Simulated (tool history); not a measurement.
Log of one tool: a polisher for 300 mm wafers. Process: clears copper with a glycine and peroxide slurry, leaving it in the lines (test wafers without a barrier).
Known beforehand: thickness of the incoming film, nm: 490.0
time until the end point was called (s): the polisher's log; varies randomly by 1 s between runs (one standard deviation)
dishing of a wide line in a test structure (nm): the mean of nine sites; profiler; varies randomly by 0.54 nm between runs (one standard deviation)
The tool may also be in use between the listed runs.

run  hour  flow of slurry (ml/min)  pressure of the wafer on the pad (psi)  speed of the pad under the wafer (m/s)  overpolish time after the end point (s)  time until the end point was called (s)  dishing of a wide line in a test structure (nm)
  1   0.0                      305                                     2.8                                    0.96                                       17                                   68.779                                           63.394
  2   4.2                      305                                     2.8                                    1.12                                       17                                   62.066                                           67.085
  3   6.8                      365                                     2.8                                    1.12                                       17                                   60.924                                           68.781
  4   9.1                      365                                     2.5                                    1.12                                       15                                   66.171                                           57.705
  5  15.7                      365                                     2.5                                    1.12                                       18                                   66.614                                           64.579
  6  18.4                      365                                     2.8                                    1.12                                       18                                   62.258                                           71.758
  7  27.0                      365                                     2.4                                    1.14                                       17                                   67.338                                           62.449
  8  28.8                      365                                     2.2                                    1.16                                       15                                   72.556                                           55.535
  9  36.5                      365                                     2.2                                    1.16                                       13                                   71.867                                           48.457

The next listed run, before its measurement:
 10  44.7                      365                                     2.1                                    1.16                                       13                                        ?                                                ?

Run 10 produced time until the end point was called (s) 75.494, dishing of a wide line in a test structure (nm) 47.385.
